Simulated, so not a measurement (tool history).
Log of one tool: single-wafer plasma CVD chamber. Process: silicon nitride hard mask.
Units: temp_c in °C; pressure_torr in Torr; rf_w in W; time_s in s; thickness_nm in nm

run,day,temp_c,pressure_torr,rf_w,time_s,thickness_nm
1,0.000,395,1.34,240,27.2,27.038
2,0.138,395,1.46,240,27.2,27.610
3,0.158,395,1.46,240,25.9,26.527
4,0.325,395,1.50,245,25.9,26.908
5,0.538,395,1.60,245,25.9,27.382
6,0.875,395,1.60,245,25.9,27.415
7,1.179,395,1.62,250,25.9,27.739
8,1.321,395,1.64,255,25.9,28.282
9,1.346,395,1.66,260,25.9,28.803
10,1.612,395,1.68,260,25.9,28.991
11,1.804,395,1.70,260,25.9,28.986
12,1.921,395,1.71,260,25.9,28.967
13,2.046,395,1.72,260,25.9,29.098
14,2.354,395,1.73,260,25.9,29.131
15,2.708,395,1.73,260,25.9,29.157

Forecast run 16:
16,2.829,395,1.73,260,25.9,?

Run 16 gave thickness_nm 29.255 nm.
